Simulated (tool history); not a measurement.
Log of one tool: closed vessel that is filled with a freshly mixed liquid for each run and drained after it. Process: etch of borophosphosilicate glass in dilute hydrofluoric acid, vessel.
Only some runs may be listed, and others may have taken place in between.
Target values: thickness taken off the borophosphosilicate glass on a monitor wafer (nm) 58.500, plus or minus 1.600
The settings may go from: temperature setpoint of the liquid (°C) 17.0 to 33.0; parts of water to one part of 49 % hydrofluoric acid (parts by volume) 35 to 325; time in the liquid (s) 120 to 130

| run | hour | temperature setpoint of the liquid (°C) | parts of water to one part of 49 % hydrofluoric acid (parts by volume) | time in the liquid (s) | thickness taken off the borophosphosilicate glass on a monitor wafer (nm) |
|---|---|---|---|---|---|
| 1 | 0.0 | 25.0 | 180 | 120 | 24.455 |
| 2 | 3.7 | 26.0 | 165 | 120 | 28.186 |
| 3 | 8.1 | 23.0 | 165 | 120 | 24.812 |
| 4 | 17.0 | 24.5 | 155 | 120 | 28.229 |
| 5 | 18.4 | 26.0 | 155 | 120 | 30.321 |
| 6 | 19.5 | 27.0 | 145 | 120 | 33.947 |
| 7 | 21.7 | 31.0 | 90 | 120 | 68.681 |
| 8 | 28.0 | 30.5 | 90 | 120 | 67.299 |
| 9 | 33.3 | 30.0 | 90 | 120 | 65.581 |

Consider the 4 candidate settings below. Which is the only one whose results all fall within their allowed miss of target?
| A | 38.6 | 33.0 | 115 | 120 | ? |
| B | 38.6 | 26.5 | 90 | 130 | ? |
| C | 38.6 | 30.5 | 95 | 120 | ? |
| D | 38.6 | 32.5 | 115 | 130 | ? |

| move | thickness taken off the borophosphosilicate glass on a monitor wafer (nm) |
|---|---|
| A | 54.370 |
| B | 61.084 |
| C | 61.822 |
| D | 57.849 |
A: takes the biggest miss from the last run beyond its target
B: closer than the last run, but not yet in spec
C: closer than the last run, but not yet in spec
D: in spec on every target
Move D is the one to make.
